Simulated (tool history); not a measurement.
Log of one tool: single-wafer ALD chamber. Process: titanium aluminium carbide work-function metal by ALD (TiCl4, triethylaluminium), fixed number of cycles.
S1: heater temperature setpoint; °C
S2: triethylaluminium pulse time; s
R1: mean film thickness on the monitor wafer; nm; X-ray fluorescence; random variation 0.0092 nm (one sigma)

run	hour	S1	S2	R1
1	0.0	320	7.06	2.1095
2	4.1	315	6.76	2.0625
3	5.4	325	6.76	2.1348
4	7.0	319	6.76	2.0740
5	10.5	315	6.53	2.0415
6	13.4	312	6.25	2.0138
7	20.5	309	5.93	1.9803

What does the tool deliver on the next run?
8	24.6	307	5.69	?

{"run 8": {"R1": 1.9383}}
